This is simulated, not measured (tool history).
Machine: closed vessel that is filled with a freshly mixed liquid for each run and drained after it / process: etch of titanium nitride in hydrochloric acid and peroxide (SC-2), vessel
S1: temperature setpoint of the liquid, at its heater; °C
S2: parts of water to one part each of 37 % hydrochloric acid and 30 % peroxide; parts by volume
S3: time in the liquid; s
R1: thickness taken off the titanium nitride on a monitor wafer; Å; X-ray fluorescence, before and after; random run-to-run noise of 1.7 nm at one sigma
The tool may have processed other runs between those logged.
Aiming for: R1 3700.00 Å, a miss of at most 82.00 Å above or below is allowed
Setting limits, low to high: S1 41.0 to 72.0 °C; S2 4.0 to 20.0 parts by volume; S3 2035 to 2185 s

run 1 hour=0.0 | S1=57.0 S2=11.0 S3=2035 | R1=960.97
run 2 hour=1.8 | S1=57.0 S2=14.0 S3=2035 | R1=781.35
run 3 hour=9.7 | S1=57.0 S2=14.0 S3=2185 | R1=840.94
run 4 hour=13.4 | S1=57.0 S2=14.0 S3=2185 | R1=843.32
run 5 hour=16.7 | S1=61.5 S2=12.0 S3=2185 | R1=1281.40
run 6 hour=18.9 | S1=64.5 S2=10.0 S3=2185 | R1=1788.60
run 7 hour=23.5 | S1=67.0 S2=9.0 S3=2185 | R1=2272.30
run 8 hour=24.5 | S1=68.5 S2=8.5 S3=2185 | R1=2616.40

Below are 5 possible settings for the next run. Only one of them brings all results inside the allowed miss of their targets. Which is it?
run A hour=25.5 | S1=57.5 S2=6.5 S3=2035 | R1=?
run B hour=25.5 | S1=68.0 S2=9.0 S3=2035 | R1=?
run C hour=25.5 | S1=71.5 S2=5.5 S3=2185 | R1=?
run D hour=25.5 | S1=66.5 S2=8.5 S3=2035 | R1=?
run E hour=25.5 | S1=67.5 S2=5.0 S3=2185 | R1=?

move=A R1=1523.50
move=B R1=2250.80
move=C R1=4360.80
move=D R1=2154.80
move=E R1=3685.60
A: lands further from the targets than the last run did
B: lands further from the targets than the last run did
C: carries the result that was furthest off beyond its target, to the other side
D: lands further from the targets than the last run did
E: meets every target
E meets every target.
